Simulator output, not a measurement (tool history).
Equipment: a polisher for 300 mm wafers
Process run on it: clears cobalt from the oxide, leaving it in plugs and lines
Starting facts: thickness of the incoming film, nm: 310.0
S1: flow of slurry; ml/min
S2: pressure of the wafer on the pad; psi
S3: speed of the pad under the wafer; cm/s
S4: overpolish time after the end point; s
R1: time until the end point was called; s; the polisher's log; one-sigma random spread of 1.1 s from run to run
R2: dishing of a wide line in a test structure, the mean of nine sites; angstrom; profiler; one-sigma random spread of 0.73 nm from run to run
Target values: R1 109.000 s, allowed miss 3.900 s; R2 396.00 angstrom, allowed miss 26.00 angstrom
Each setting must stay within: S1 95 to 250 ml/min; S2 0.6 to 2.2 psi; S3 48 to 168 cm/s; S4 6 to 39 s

run 1 hour=0.0 | S1=160 S2=1.4 S3=108 S4=20 | R1=84.005 R2=505.20
run 2 hour=4.9 | S1=160 S2=1.4 S3=108 S4=19 | R1=82.016 R2=506.60
run 3 hour=5.8 | S1=160 S2=1.4 S3=108 S4=18 | R1=82.828 R2=497.72
run 4 hour=7.2 | S1=160 S2=1.4 S3=108 S4=17 | R1=83.050 R2=480.65
run 5 hour=12.1 | S1=160 S2=1.6 S3=108 S4=17 | R1=72.855 R2=499.18
run 6 hour=21.0 | S1=160 S2=1.6 S3=134 S4=17 | R1=59.127 R2=567.16
run 7 hour=22.0 | S1=145 S2=1.2 S3=130 S4=15 | R1=81.446 R2=426.86
run 8 hour=29.9 | S1=140 S2=1.2 S3=130 S4=16 | R1=83.236 R2=449.09
run 9 hour=38.3 | S1=120 S2=0.8 S3=128 S4=16 | R1=128.870 R2=344.35
run 10 hour=40.5 | S1=125 S2=0.8 S3=128 S4=16 | R1=125.700 R2=335.85

Of the 4 settings listed for the next run, only one would bring every result within its allowed miss of target. Which one?
run A hour=42.7 | S1=130 S2=0.7 S3=134 S4=14 | R1=? R2=?
run B hour=42.7 | S1=165 S2=1.2 S3=106 S4=16 | R1=? R2=?
run C hour=42.7 | S1=110 S2=0.9 S3=136 S4=17 | R1=? R2=?
run D hour=42.7 | S1=110 S2=0.7 S3=134 S4=21 | R1=? R2=?

move=A R1=134.000 R2=290.79
move=B R1=95.938 R2=406.32
move=C R1=108.550 R2=389.74
move=D R1=139.760 R2=379.75
A: further off than the last run
B: takes the biggest miss from the last run beyond its target
C: every result within its allowed miss
D: further off than the last run
The move that meets every target is C.

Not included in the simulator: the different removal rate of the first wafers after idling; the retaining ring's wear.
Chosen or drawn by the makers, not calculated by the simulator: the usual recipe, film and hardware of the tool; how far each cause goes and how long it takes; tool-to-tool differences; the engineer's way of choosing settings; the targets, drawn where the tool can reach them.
